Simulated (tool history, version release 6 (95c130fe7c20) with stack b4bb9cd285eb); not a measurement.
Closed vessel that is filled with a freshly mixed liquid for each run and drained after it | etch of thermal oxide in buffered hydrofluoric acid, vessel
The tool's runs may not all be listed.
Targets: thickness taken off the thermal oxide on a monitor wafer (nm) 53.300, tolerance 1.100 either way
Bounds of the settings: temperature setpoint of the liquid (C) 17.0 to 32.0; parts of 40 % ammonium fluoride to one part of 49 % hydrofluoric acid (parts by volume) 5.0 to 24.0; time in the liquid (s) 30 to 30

run,hour,temperature setpoint of the liquid (C),parts of 40 % ammonium fluoride to one part of 49 % hydrofluoric acid (parts by volume),time in the liquid (s),thickness taken off the thermal oxide on a monitor wafer (nm)
1,0.0,25.0,14.5,30,23.699
2,5.9,22.0,14.5,30,20.158
3,13.7,22.0,11.0,30,26.302
4,22.6,22.0,11.0,30,26.194
5,26.2,22.0,11.0,30,26.410
6,34.1,22.0,15.0,30,19.671
7,40.2,25.5,12.5,30,28.271
8,42.8,27.5,11.0,30,35.722
9,49.5,29.0,10.5,30,40.399
10,51.6,30.0,10.0,30,44.367
11,54.5,30.5,9.5,30,47.163
12,60.3,31.0,9.5,30,48.789
13,68.3,31.5,9.5,30,49.720

4 candidate next runs follow, results not yet known. Just one meets every target within its allowed miss. Identify it.
A,76.3,31.0,8.5,30,?
B,76.3,32.0,10.0,30,?
C,76.3,30.5,9.5,30,?
D,76.3,30.0,9.0,30,?

move,thickness taken off the thermal oxide on a monitor wafer (nm)
A,53.505
B,49.583
C,47.363
D,47.730
A: every result within its allowed miss
B: neither nearer nor further off than the last run
C: misses by more than the last run did
D: misses by more than the last run did
Correct choice: A, which meets every target
